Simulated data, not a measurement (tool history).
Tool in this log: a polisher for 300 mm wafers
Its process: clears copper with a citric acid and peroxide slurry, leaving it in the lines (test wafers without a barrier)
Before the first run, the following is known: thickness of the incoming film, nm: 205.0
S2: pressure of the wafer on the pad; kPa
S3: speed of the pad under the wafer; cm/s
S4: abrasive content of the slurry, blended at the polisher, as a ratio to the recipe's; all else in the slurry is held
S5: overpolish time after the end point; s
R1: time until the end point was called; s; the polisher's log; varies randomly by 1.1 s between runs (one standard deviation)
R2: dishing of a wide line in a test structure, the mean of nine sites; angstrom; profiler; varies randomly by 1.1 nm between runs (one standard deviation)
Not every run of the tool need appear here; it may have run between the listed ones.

run 1 day=0 | flow_of_slurry_(ml/min)=135 S2=13.8 S3=96 S4=1 S5=28 | R1=148.12 R2=288.15
run 2 day=0.238 | flow_of_slurry_(ml/min)=135 S2=11.7 S3=96 S4=1 S5=28 | R1=171.67 R2=236.28
run 3 day=0.454 | flow_of_slurry_(ml/min)=165 S2=11.7 S3=96 S4=1 S5=28 | R1=166.21 R2=249.55
run 4 day=0.517 | flow_of_slurry_(ml/min)=165 S2=11.7 S3=96 S4=1 S5=36 | R1=164.45 R2=301.22
run 5 day=0.658 | flow_of_slurry_(ml/min)=165 S2=12.4 S3=96 S4=1 S5=37 | R1=156.46 R2=324.93
run 6 day=0.721 | flow_of_slurry_(ml/min)=165 S2=12.4 S3=112 S4=1 S5=37 | R1=136.58 R2=370.4

Run 7 comes next. What will it give?
run 7 day=1.096 | flow_of_slurry_(ml/min)=165 S2=12.4 S3=112 S4=1 S5=38 | R1=? R2=?

{"run 7": {"R1": 133.5, "R2": 379.45}}
